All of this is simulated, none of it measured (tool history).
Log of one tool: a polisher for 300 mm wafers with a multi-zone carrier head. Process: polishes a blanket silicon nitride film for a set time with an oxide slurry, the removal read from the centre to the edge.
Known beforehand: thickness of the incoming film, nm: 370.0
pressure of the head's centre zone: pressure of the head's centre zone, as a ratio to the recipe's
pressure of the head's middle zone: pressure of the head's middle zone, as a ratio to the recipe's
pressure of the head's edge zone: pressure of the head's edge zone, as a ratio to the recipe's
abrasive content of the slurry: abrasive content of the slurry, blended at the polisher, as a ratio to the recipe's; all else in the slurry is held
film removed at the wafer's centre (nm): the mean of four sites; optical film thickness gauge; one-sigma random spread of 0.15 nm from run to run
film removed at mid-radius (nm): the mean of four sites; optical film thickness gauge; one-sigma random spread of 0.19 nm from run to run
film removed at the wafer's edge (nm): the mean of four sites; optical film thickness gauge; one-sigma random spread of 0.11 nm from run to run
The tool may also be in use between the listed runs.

run,hour,flow of slurry (ml/min),pressure of the head's centre zone,pressure of the head's middle zone,pressure of the head's edge zone,abrasive content of the slurry,polishing time (s),film removed at the wafer's centre (nm),film removed at mid-radius (nm),film removed at the wafer's edge (nm)
1,0.0,185,1.00,1.00,1.00,1.00,30,17.165,16.853,16.899
2,6.7,185,1.00,1.00,1.00,1.00,32,18.049,17.797,17.864
3,10.2,185,1.00,1.00,1.00,0.85,32,16.605,16.710,15.994
4,11.4,185,1.00,1.00,1.00,0.85,35,17.971,18.184,17.849
5,11.9,185,1.00,1.00,0.97,0.85,35,17.867,17.713,17.486
6,14.2,190,0.98,1.03,0.97,0.85,35,17.189,18.408,17.608

Forecast run 7:
7,16.5,195,0.98,1.06,0.96,0.85,35,?,?,?

film removed at the wafer's centre (nm): 17.788
film removed at mid-radius (nm): 18.783
film removed at the wafer's edge (nm): 17.343

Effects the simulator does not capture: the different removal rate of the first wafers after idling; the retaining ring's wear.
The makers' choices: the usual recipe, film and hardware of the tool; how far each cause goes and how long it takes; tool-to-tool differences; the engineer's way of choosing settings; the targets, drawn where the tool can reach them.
